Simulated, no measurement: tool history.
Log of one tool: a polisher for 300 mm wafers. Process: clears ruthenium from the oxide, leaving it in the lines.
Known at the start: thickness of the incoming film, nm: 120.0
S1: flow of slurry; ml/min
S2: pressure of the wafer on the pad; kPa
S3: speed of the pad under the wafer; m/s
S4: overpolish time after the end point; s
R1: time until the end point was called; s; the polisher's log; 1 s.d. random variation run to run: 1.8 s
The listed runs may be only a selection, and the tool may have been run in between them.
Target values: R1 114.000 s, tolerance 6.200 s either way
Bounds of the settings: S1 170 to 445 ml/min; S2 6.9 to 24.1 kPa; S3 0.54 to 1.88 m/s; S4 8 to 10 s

run	hour	S1	S2	S3	S4	R1
1	0.0	285	15.2	1.20	10	76.006
2	4.4	330	15.2	1.20	10	74.435
3	10.9	330	13.1	1.18	10	89.739
4	12.9	330	12.4	1.18	10	91.427
5	14.8	275	12.4	1.18	10	93.615
6	18.1	275	14.5	1.18	10	82.006
7	24.1	275	13.1	1.16	10	89.120
8	27.9	275	11.7	1.14	10	98.573
9	34.4	275	11.0	1.14	10	106.540

Which single option among these 4 for the next run brings every result within its allowed miss of target? Just one does.
A	40.9	315	9.0	1.12	10	?
B	40.9	370	9.0	1.38	8	?
C	40.9	275	11.0	1.24	10	?
D	40.9	225	11.7	1.24	8	?

move	R1
A	125.870
B	109.660
C	98.140
D	94.109
A: carries the result that was furthest off beyond its target, to the other side
B: hits every target within its allowed miss
C: moves away from the targets compared with the last run
D: moves away from the targets compared with the last run
B meets every target.
